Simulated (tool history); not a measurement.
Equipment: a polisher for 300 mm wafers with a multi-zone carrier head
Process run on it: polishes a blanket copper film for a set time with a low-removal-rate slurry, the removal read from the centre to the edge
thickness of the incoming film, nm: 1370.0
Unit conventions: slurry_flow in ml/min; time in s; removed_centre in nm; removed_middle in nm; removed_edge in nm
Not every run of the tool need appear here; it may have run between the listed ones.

run	day	slurry_flow	centre_zone	middle_zone	edge_zone	slurry_solids	time	removed_centre	removed_middle	removed_edge
1	0.000	245	1.00	1.00	1.00	1.0	52	223.17	221.01	216.02
2	0.142	245	0.93	1.00	1.00	1.0	52	206.80	218.31	218.65
3	0.238	245	0.93	1.00	1.00	1.0	63	250.48	268.18	261.76
4	0.358	255	0.94	1.02	1.02	1.0	63	253.95	269.92	269.94
5	0.521	260	0.95	1.04	1.02	1.0	63	257.45	273.64	267.92
6	0.625	310	0.95	1.04	1.02	1.0	63	263.22	281.89	270.55
7	0.704	315	0.95	1.05	1.03	1.0	63	258.02	285.08	277.20
8	1.071	320	0.96	1.06	1.03	1.0	63	265.45	292.47	271.70

Expected results for the next run?
9	1.362	345	0.98	1.08	1.12	1.1	63	?	?	?

removed_centre: 276.73 nm
removed_middle: 302.64 nm
removed_edge: 291.98 nm

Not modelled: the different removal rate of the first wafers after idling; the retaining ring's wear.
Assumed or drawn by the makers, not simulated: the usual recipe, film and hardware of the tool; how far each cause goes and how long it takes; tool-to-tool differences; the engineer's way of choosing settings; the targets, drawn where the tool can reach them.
